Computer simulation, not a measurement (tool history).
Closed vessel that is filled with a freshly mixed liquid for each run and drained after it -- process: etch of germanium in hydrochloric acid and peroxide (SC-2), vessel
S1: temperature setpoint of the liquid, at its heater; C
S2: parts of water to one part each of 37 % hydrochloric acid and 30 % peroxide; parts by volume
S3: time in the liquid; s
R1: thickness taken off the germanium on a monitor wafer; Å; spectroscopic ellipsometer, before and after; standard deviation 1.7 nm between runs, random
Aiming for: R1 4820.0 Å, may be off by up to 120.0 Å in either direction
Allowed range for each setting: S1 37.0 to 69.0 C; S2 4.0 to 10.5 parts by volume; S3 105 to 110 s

Run 1, hour 0.0: S1 53.0 C, S2 5.5 parts by volume, S3 105 s. Result: R1 3238.2 Å.
Run 2, hour 7.7: S1 56.0 C, S2 5.5 parts by volume, S3 105 s. Result: R1 3577.7 Å.
Run 3, hour 9.9: S1 58.5 C, S2 5.5 parts by volume, S3 105 s. Result: R1 3825.3 Å.
Run 4, hour 17.6: S1 60.5 C, S2 5.5 parts by volume, S3 105 s. Result: R1 4104.9 Å.
Run 5, hour 25.5: S1 62.0 C, S2 5.5 parts by volume, S3 105 s. Result: R1 4278.0 Å.
Run 6, hour 26.9: S1 62.0 C, S2 4.0 parts by volume, S3 105 s. Result: R1 4327.2 Å.
Run 7, hour 34.2: S1 63.0 C, S2 4.0 parts by volume, S3 105 s. Result: R1 4450.6 Å.
Run 8, hour 38.7: S1 63.5 C, S2 4.0 parts by volume, S3 105 s. Result: R1 4518.1 Å.
Run 9, hour 46.2: S1 64.0 C, S2 4.0 parts by volume, S3 105 s. Result: R1 4585.2 Å.
Run 10, hour 51.3: S1 64.5 C, S2 4.0 parts by volume, S3 105 s. Result: R1 4661.6 Å.

Of the 4 settings listed for the next run, only one would bring every result within its allowed miss of target. Which one?
Run A, hour 56.4: S1 62.5 C, S2 4.5 parts by volume, S3 110 s. Result: R1 ?.
Run B, hour 56.4: S1 65.5 C, S2 4.0 parts by volume, S3 105 s. Result: R1 ?.
Run C, hour 56.4: S1 66.0 C, S2 5.0 parts by volume, S3 110 s. Result: R1 ?.
Run D, hour 56.4: S1 67.5 C, S2 4.0 parts by volume, S3 105 s. Result: R1 ?.

move      R1
   A  4584.1
   B  4798.2
   C  5072.2
   D  5089.8
A: moves away from the targets compared with the last run
B: in spec on every target
C: takes the biggest miss from the last run beyond its target
D: takes the biggest miss from the last run beyond its target
Correct choice: B, which meets every target

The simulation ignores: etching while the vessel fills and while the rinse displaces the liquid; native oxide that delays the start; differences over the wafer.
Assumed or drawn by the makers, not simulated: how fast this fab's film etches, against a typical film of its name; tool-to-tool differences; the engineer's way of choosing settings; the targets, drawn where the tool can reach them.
